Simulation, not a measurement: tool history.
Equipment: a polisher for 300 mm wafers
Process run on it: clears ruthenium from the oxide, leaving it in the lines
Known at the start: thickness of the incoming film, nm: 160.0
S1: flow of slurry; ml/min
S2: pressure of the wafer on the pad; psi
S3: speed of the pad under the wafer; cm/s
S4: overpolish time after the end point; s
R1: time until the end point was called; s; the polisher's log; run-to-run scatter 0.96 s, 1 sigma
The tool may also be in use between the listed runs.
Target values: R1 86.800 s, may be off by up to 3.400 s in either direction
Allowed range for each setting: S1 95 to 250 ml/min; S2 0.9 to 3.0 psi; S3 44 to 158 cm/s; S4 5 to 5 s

| run | hour | S1 | S2 | S3 | S4 | R1 |
|---|---|---|---|---|---|---|
| 1 | 0.0 | 160 | 1.9 | 100 | 5 | 146.010 |
| 2 | 7.1 | 160 | 2.1 | 100 | 5 | 137.570 |
| 3 | 11.1 | 160 | 2.3 | 100 | 5 | 123.820 |
| 4 | 13.6 | 160 | 2.3 | 84 | 5 | 145.950 |
| 5 | 14.1 | 160 | 2.3 | 70 | 5 | 174.030 |
| 6 | 20.3 | 165 | 2.4 | 76 | 5 | 155.310 |
| 7 | 26.8 | 165 | 2.5 | 80 | 5 | 144.120 |
| 8 | 30.2 | 165 | 2.6 | 86 | 5 | 128.270 |
| 9 | 35.0 | 180 | 3.0 | 106 | 5 | 90.945 |

5 candidate next runs follow, results not yet known. Just one meets every target within its allowed miss. Identify it.
| A | 39.8 | 170 | 3.0 | 110 | 5 | ? |
| B | 39.8 | 145 | 2.7 | 118 | 5 | ? |
| C | 39.8 | 185 | 2.9 | 100 | 5 | ? |
| D | 39.8 | 185 | 2.9 | 104 | 5 | ? |
| E | 39.8 | 185 | 3.0 | 98 | 5 | ? |

| move | R1 |
|---|---|
| A | 88.470 |
| B | 93.676 |
| C | 98.807 |
| D | 95.116 |
| E | 97.662 |
A: all results in spec
B: the biggest miss grows against the last run
C: the biggest miss grows against the last run
D: the biggest miss grows against the last run
E: the biggest miss grows against the last run
Go with A: it meets all targets.

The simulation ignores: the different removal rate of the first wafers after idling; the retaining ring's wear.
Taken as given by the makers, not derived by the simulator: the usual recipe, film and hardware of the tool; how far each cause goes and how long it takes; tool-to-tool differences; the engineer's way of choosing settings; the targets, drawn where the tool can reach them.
